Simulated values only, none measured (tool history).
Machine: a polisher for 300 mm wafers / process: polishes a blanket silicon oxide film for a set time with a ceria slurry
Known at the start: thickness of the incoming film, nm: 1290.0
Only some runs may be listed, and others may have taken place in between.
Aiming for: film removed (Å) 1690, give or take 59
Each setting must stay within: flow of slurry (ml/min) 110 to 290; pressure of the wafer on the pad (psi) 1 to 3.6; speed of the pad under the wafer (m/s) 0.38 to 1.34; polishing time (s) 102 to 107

| run | day | flow of slurry (ml/min) | pressure of the wafer on the pad (psi) | speed of the pad under the wafer (m/s) | polishing time (s) | film removed (Å) |
|---|---|---|---|---|---|---|
| 1 | 0 | 185 | 2.3 | 0.86 | 102 | 2852.3 |
| 2 | 0.067 | 155 | 2.3 | 0.86 | 102 | 2815.9 |
| 3 | 0.442 | 155 | 2.2 | 0.86 | 102 | 2734.5 |
| 4 | 0.812 | 155 | 2 | 0.86 | 102 | 2493.1 |
| 5 | 0.921 | 155 | 2 | 1.04 | 102 | 2808 |
| 6 | 1.217 | 155 | 1.9 | 1.02 | 102 | 2591.5 |
| 7 | 1.483 | 155 | 1.8 | 1.02 | 102 | 2505.7 |
| 8 | 1.583 | 155 | 1.7 | 1.02 | 102 | 2451.1 |
| 9 | 1.683 | 155 | 1.6 | 1 | 102 | 2260.8 |
|  | 1.958 | head pressure recalibrated |
| 10 | 1.958 | 155 | 1.5 | 1 | 102 | 2267.8 |
| 11 | 2.071 | 155 | 1.4 | 0.98 | 102 | 2112 |

Which of these 4 next moves meets every target?
| A | 2.183 | 155 | 1.3 | 0.92 | 102 | ? |
| B | 2.183 | 110 | 1.9 | 0.58 | 102 | ? |
| C | 2.183 | 115 | 1.3 | 0.82 | 105 | ? |
| D | 2.183 | 160 | 1.1 | 0.76 | 105 | ? |

| move | film removed (Å) |
|---|---|
| A | 1908.4 |
| B | 1881.1 |
| C | 1717.5 |
| D | 1541.9 |
A: an improvement on the last run, though not all results are within tolerance
B: an improvement on the last run, though not all results are within tolerance
C: every result within its allowed miss
D: the result that was furthest off in the last run now lies on the other side of its target
C is the move that brings every result within its allowed miss.

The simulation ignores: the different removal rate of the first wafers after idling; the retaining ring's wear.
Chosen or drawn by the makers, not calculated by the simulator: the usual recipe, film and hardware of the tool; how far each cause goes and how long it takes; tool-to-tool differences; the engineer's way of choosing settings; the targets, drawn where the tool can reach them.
